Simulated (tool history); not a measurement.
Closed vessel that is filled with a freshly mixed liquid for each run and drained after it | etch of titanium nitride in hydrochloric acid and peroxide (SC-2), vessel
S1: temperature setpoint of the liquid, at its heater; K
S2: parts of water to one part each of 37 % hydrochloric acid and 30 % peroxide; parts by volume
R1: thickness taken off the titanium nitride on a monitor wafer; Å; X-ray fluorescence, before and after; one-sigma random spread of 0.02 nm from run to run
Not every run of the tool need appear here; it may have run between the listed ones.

run 1 hour=0.0 | S1=332.15 S2=6.5 time_in_the_liquid_(s)=95 | R1=50.515
run 2 hour=8.7 | S1=329.65 S2=6.5 time_in_the_liquid_(s)=95 | R1=43.041
run 3 hour=17.6 | S1=329.65 S2=5.0 time_in_the_liquid_(s)=95 | R1=51.455
run 4 hour=18.1 | S1=329.65 S2=4.0 time_in_the_liquid_(s)=95 | R1=60.977
-- hour=19.6 thermometer replaced
run 5 hour=19.6 | S1=327.15 S2=4.0 time_in_the_liquid_(s)=95 | R1=55.970
run 6 hour=22.5 | S1=323.65 S2=4.0 time_in_the_liquid_(s)=95 | R1=43.814

Predict the results of run 7:
run 7 hour=28.5 | S1=321.65 S2=4.0 time_in_the_liquid_(s)=95 | R1=?

Run 7 measured R1 38.540 Å.
